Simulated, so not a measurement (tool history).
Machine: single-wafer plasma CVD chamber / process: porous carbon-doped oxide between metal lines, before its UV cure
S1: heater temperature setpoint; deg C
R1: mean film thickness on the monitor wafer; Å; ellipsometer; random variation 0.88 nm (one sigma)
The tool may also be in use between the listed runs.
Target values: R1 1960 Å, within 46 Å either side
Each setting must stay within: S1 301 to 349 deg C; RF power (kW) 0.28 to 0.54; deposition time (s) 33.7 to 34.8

run 1 hour=0 | S1=325 RF_power_(kW)=0.41 deposition_time_(s)=33.7 | R1=1558.6
run 2 hour=4.7 | S1=321 RF_power_(kW)=0.41 deposition_time_(s)=33.7 | R1=1588.3
run 3 hour=13.1 | S1=321 RF_power_(kW)=0.355 deposition_time_(s)=33.7 | R1=1359.3
run 4 hour=21.4 | S1=321 RF_power_(kW)=0.355 deposition_time_(s)=33.7 | R1=1371.2
run 5 hour=30 | S1=321 RF_power_(kW)=0.415 deposition_time_(s)=33.7 | R1=1587.2
run 6 hour=36.3 | S1=320 RF_power_(kW)=0.435 deposition_time_(s)=33.8 | R1=1687.9
run 7 hour=41.3 | S1=318 RF_power_(kW)=0.445 deposition_time_(s)=33.8 | R1=1750.7
run 8 hour=48.9 | S1=316 RF_power_(kW)=0.45 deposition_time_(s)=33.8 | R1=1783.5
run 9 hour=57.5 | S1=314 RF_power_(kW)=0.455 deposition_time_(s)=33.8 | R1=1815.7
run 10 hour=64.6 | S1=313 RF_power_(kW)=0.46 deposition_time_(s)=33.8 | R1=1845.9
run 11 hour=65.6 | S1=312 RF_power_(kW)=0.465 deposition_time_(s)=33.8 | R1=1886.7
run 12 hour=70.6 | S1=311 RF_power_(kW)=0.465 deposition_time_(s)=33.8 | R1=1885.3

Which one of the following 4 next-run settings gets every result inside its allowed miss? There is exactly one.
run A hour=75.6 | S1=311 RF_power_(kW)=0.44 deposition_time_(s)=33.7 | R1=?
run B hour=75.6 | S1=314 RF_power_(kW)=0.475 deposition_time_(s)=33.7 | R1=?
run C hour=75.6 | S1=311 RF_power_(kW)=0.44 deposition_time_(s)=34.8 | R1=?
run D hour=75.6 | S1=317 RF_power_(kW)=0.51 deposition_time_(s)=33.8 | R1=?

move=A R1=1793.9
move=B R1=1880.6
move=C R1=1850.8
move=D R1=1962.5
A: moves away from the targets compared with the last run
B: moves away from the targets compared with the last run
C: moves away from the targets compared with the last run
D: every result within its allowed miss
Correct choice: D, which meets every target
